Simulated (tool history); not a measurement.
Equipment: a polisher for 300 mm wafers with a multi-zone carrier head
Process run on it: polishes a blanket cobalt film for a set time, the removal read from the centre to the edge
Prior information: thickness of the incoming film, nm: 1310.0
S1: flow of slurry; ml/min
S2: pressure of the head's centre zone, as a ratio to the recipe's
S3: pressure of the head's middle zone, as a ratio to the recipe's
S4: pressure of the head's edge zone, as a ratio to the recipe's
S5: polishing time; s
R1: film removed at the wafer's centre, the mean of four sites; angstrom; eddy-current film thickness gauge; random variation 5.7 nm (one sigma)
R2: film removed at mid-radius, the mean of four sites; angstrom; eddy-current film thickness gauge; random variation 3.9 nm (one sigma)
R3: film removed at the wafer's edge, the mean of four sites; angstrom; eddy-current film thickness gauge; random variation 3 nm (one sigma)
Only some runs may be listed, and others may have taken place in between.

Run 1, hour 0: S1 230 ml/min, S2 1, S3 1, S4 1, S5 56 s. Result: R1 2613.4 angstrom, R2 2649.8 angstrom, R3 2719.6 angstrom.
Run 2, hour 8.8: S1 245 ml/min, S2 1.06, S3 1.02, S4 1.02, S5 59 s. Result: R1 2989.8 angstrom, R2 2812.7 angstrom, R3 2885.7 angstrom.
Run 3, hour 13.6: S1 250 ml/min, S2 1.09, S3 1.05, S4 1.04, S5 61 s. Result: R1 3129.3 angstrom, R2 3059.1 angstrom, R3 2990.9 angstrom.
Run 4, hour 21.1: S1 250 ml/min, S2 1.09, S3 1.01, S4 1.04, S5 61 s. Result: R1 3059.1 angstrom, R2 2918.3 angstrom, R3 2953.8 angstrom.
Run 5, hour 25.3: S1 250 ml/min, S2 1.09, S3 0.94, S4 1.04, S5 61 s. Result: R1 3150.8 angstrom, R2 2796.5 angstrom, R3 3010.3 angstrom.
Run 6, hour 27.9: S1 250 ml/min, S2 1.09, S3 0.94, S4 1.13, S5 61 s. Result: R1 3102.8 angstrom, R2 2763.1 angstrom, R3 3088.7 angstrom.
Run 7, hour 32.3: S1 260 ml/min, S2 1.12, S3 0.97, S4 1.11, S5 63 s. Result: R1 3341.3 angstrom, R2 2989.3 angstrom, R3 3215.9 angstrom.

Expected results for the next run?
Run 8, hour 33.9: S1 275 ml/min, S2 1.14, S3 0.99, S4 1.09, S5 64 s. Result: R1 ?, R2 ?, R3 ?.

{"run 8": {"R1": 3382.5, "R2": 3132.7, "R3": 3240.7}}
